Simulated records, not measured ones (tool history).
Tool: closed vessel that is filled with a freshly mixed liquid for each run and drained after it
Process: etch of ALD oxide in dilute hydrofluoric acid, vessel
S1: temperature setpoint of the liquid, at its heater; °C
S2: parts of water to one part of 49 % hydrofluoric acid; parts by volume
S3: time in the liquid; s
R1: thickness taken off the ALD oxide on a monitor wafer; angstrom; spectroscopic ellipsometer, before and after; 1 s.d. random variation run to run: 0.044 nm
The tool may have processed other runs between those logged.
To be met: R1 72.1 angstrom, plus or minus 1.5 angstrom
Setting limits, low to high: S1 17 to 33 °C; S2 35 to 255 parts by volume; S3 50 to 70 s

run	hour	S1	S2	S3	R1
1	0	25	145	70	97.29
2	4.3	25	110	70	136.88
3	8.7	23.5	110	70	126.94
4	14.1	23.5	70	70	209.38
5	21.4	21.5	95	70	136.63
6	25.7	19.5	95	70	126.93
7	27.5	18.5	110	70	104.53
8	29	18	120	70	91.784
9	34.1	17.5	125	70	87.128
10	39.6	17.5	130	70	82.864
11	46.1	17.5	135	70	79.57
12	49.7	17.5	135	70	79.009
13	55.2	17	140	70	75.074

Exactly one of the 5 candidate moves below puts every result within its allowed miss. Which one?
A	60.7	17	100	50	?
B	60.7	17	110	50	?
C	60.7	18	155	70	?
D	60.7	20	115	50	?
E	60.7	17	145	70	?

move	R1
A	77.588
B	69.811
C	69.084
D	75.187
E	71.595
A: moves away from the targets compared with the last run
B: moves the result that the last run missed by most past its target, out the other side
C: moves the result that the last run missed by most past its target, out the other side
D: neither nearer nor further off than the last run
E: every result within its allowed miss
Move E is the one to make.

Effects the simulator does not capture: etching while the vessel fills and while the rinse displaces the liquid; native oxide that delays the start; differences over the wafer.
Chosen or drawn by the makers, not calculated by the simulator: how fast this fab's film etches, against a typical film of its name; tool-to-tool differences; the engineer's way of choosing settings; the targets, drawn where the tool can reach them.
